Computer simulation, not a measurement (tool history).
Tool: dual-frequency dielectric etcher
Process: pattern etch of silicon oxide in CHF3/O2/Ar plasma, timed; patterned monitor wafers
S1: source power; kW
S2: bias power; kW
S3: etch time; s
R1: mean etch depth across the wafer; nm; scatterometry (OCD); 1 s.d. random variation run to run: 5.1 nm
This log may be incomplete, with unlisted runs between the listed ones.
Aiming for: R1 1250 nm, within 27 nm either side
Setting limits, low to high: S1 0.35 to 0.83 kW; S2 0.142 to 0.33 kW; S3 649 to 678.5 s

run	hour	S1	S2	S3	R1
1	0	0.59	0.236	649	1431.9
2	4.1	0.57	0.234	649	1415.1
3	6.8	0.57	0.202	649	1349.9
4	15.1	0.56	0.201	649	1336.5
5	22.7	0.56	0.201	649	1337.9
6	28.2	0.55	0.2	649	1332.7
7	31.5	0.54	0.199	649	1319
8	35.1	0.53	0.198	649	1309.8
9	41.5	0.52	0.197	649	1288.7

Which single option among these 5 for the next run brings every result within its allowed miss of target? Just one does.
A	47.9	0.49	0.188	654.5	?
B	47.9	0.59	0.185	649	?
C	47.9	0.57	0.195	649	?
D	47.9	0.54	0.188	659.5	?
E	47.9	0.55	0.187	668.5	?

move	R1
A	1247
B	1330.2
C	1333
D	1309.1
E	1335
A: every result within its allowed miss
B: misses by more than the last run did
C: misses by more than the last run did
D: misses by more than the last run did
E: misses by more than the last run did
Move A is the one to make.
